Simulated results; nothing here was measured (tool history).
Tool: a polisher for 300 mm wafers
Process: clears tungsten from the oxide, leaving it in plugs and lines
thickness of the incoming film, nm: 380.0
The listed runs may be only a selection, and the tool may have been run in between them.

run,hour,flow of slurry (ml/min),pressure of the wafer on the pad (psi),speed of the pad under the wafer (m/s),abrasive content of the slurry,overpolish time after the end point (s),time until the end point was called (s)
1,0.0,280,4.3,0.98,1.0,43,71.193
2,3.3,280,4.8,0.98,1.0,43,65.450
3,3.9,280,4.8,0.98,1.0,43,64.672
4,9.0,280,5.2,1.00,1.0,43,58.518
5,13.0,280,5.2,1.00,1.0,47,59.278
6,18.5,280,5.2,1.00,1.0,43,58.390
7,22.8,280,5.5,1.02,1.0,43,53.358
8,29.1,285,6.7,1.04,1.0,43,44.215
9,36.0,285,6.7,1.06,1.0,43,43.711

What will run 10 give?
10,41.7,285,6.7,1.08,1.0,43,?

Run 10 gave time until the end point was called (s) 41.865.
